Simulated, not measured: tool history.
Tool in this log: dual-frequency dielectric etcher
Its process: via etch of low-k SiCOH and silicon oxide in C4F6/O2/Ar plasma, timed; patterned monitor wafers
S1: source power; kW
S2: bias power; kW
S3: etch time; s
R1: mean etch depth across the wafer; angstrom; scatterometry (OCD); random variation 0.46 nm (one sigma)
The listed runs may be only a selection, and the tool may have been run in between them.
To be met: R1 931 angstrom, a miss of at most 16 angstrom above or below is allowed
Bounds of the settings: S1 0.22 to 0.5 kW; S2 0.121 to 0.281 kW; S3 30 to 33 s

run,hour,S1,S2,S3,R1
1,0,0.36,0.201,33,830.69
2,4.7,0.36,0.201,30,745.02
3,6.8,0.4,0.216,30,798.59
4,15.7,0.4,0.216,30,800.47
5,16.5,0.4,0.18,30,765.56
6,20.8,0.4,0.18,30,768.17
7,21.6,0.47,0.22,31,899.58
8,28.7,0.48,0.221,31,914.69

Consider the 4 candidate settings below. Which is the only one whose results all fall within their allowed miss of target?
A,35.8,0.49,0.241,30.5,?
B,35.8,0.46,0.238,30.5,?
C,35.8,0.46,0.217,31,?
D,35.8,0.48,0.204,30.5,?

move,R1
A,920.02
B,889.62
C,881.98
D,871.52
A: hits every target within its allowed miss
B: further off than the last run
C: further off than the last run
D: further off than the last run
Answer: A
